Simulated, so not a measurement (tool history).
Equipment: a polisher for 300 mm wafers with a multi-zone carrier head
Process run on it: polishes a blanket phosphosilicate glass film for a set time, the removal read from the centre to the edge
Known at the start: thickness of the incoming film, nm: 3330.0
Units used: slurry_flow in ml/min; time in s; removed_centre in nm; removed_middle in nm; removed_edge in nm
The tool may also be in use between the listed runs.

run,hour,slurry_flow,centre_zone,middle_zone,edge_zone,slurry_solids,time,removed_centre,removed_middle,removed_edge
1,0.0,175,1.00,1.00,1.00,1.00,60,366.01,372.76,372.75
2,1.2,165,0.97,1.00,0.99,0.90,56,305.23,323.63,326.68
3,9.0,160,0.95,1.00,0.97,0.85,53,274.62,296.55,291.43
4,17.2,160,0.98,1.00,0.97,0.85,53,276.49,297.13,291.73
5,21.4,160,0.98,1.00,0.97,0.85,40,211.09,225.94,215.54
6,28.5,155,0.95,0.99,0.96,0.80,40,193.30,210.14,208.50
7,33.2,150,0.93,0.99,0.94,0.80,40,190.78,212.10,213.41
8,36.4,150,0.92,1.00,0.94,0.75,40,180.33,203.39,198.42
9,40.4,145,0.91,1.00,0.94,0.75,40,174.89,204.08,195.87
10,46.5,140,0.90,1.00,0.94,0.75,40,169.97,202.11,195.31
11,49.3,135,0.90,1.00,0.94,0.75,40,169.22,198.51,190.91
12,57.6,110,0.82,0.98,0.96,0.75,40,146.11,183.80,185.62

Run 13 has not been measured yet. What should we expect?
13,61.6,140,0.84,0.98,0.94,0.75,40,?,?,?

removed_centre: 160.40 nm
removed_middle: 201.20 nm
removed_edge: 193.81 nm
